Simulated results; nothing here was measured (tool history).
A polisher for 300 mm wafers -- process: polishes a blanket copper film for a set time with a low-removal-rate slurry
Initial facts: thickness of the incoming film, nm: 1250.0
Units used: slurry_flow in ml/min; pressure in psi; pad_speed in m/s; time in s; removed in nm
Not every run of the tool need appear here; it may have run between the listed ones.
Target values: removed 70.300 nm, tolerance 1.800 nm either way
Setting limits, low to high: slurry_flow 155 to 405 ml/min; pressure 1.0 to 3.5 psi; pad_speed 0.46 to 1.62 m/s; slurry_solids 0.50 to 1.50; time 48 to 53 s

run	hour	slurry_flow	pressure	pad_speed	slurry_solids	time	removed
1	0.0	260	2.2	1.04	1.00	53	93.240
2	5.5	260	2.2	1.14	1.00	53	102.020
3	7.8	260	2.2	1.14	1.00	53	102.050
4	8.5	260	2.2	1.32	1.00	53	117.110
5	13.2	260	2.2	1.32	1.00	48	107.480
6	21.6	260	2.6	1.32	1.00	48	126.090
7	23.3	245	2.0	1.30	1.00	48	94.059
8	25.9	225	1.9	1.30	1.00	48	89.613
9	29.7	215	1.8	1.30	1.00	48	84.171
10	32.1	200	1.7	1.30	1.00	48	79.556
11	40.0	190	1.6	1.30	1.00	48	74.511
12	45.1	185	1.6	1.30	1.00	48	74.590
13	46.2	180	1.6	1.30	1.00	48	74.394
14	53.5	175	1.6	1.30	1.00	48	74.701

4 next moves are on the table. One of them brings every result within its allowed miss. Which?
A	60.8	155	1.5	1.54	0.60	49	?
B	60.8	155	1.6	1.16	1.00	48	?
C	60.8	205	1.7	1.12	1.05	48	?
D	60.8	170	1.7	1.30	0.90	50	?

move	removed
A	75.179
B	66.359
C	70.301
D	80.607
A: moves away from the targets compared with the last run
B: takes the result that was furthest off past its target
C: each result inside its tolerance
D: moves away from the targets compared with the last run
Go with C: it meets all targets.
